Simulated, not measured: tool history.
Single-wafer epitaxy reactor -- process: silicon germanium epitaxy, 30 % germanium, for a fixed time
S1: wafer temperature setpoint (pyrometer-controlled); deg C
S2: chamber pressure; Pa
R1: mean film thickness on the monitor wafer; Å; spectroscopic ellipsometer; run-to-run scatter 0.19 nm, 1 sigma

{"run": 1, "day": 0.0, "S1": 600, "S2": 2066, "R1": 509.24}
{"run": 2, "day": 0.129, "S1": 592, "S2": 2053, "R1": 430.44}
{"run": 3, "day": 0.488, "S1": 592, "S2": 2240, "R1": 448.75}
{"run": 4, "day": 0.529, "S1": 601, "S2": 2240, "R1": 545.06}
{"run": 5, "day": 0.721, "S1": 593, "S2": 2226, "R1": 460.05}
{"run": 6, "day": 0.979, "S1": 587, "S2": 2213, "R1": 397.47}

Run 7, settings as shown, results not yet in. Your forecast:
{"run": 7, "day": 1.262, "S1": 584, "S2": 2213, "R1": "?"}

Run 7 yielded R1 375.87 Å.
